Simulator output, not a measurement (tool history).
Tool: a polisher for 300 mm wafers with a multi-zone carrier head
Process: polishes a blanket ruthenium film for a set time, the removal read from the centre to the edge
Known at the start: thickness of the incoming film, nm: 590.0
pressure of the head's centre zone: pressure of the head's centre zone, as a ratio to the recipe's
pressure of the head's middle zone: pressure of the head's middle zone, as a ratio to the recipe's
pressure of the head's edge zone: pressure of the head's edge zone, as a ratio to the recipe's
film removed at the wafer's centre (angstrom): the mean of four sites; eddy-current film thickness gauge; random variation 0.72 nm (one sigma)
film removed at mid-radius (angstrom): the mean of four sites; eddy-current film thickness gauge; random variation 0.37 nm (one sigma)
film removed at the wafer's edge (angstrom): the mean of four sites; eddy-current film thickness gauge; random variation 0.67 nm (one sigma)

run	hour	flow of slurry (ml/min)	pressure of the head's centre zone	pressure of the head's middle zone	pressure of the head's edge zone	polishing time (s)	film removed at the wafer's centre (angstrom)	film removed at mid-radius (angstrom)	film removed at the wafer's edge (angstrom)
1	0	315	1	1	1	64	539.77	545.06	548.56
2	2	315	1	1	1	79	666.82	675.06	666.24
3	4.5	275	1	1	1	79	660.96	658.07	670.29
4	6.7	275	1	0.93	1	79	642.53	618.46	684.76
5	9.7	275	1	0.93	1.05	79	642.08	627.63	691.52
6	17.6	275	1	0.93	1.05	86	707.71	687.56	747.31

Forecast run 7:
7	26.1	275	1	0.93	1.05	86	?	?	?

film removed at the wafer's centre (angstrom): 715.83
film removed at mid-radius (angstrom): 683.72
film removed at the wafer's edge (angstrom): 755.83

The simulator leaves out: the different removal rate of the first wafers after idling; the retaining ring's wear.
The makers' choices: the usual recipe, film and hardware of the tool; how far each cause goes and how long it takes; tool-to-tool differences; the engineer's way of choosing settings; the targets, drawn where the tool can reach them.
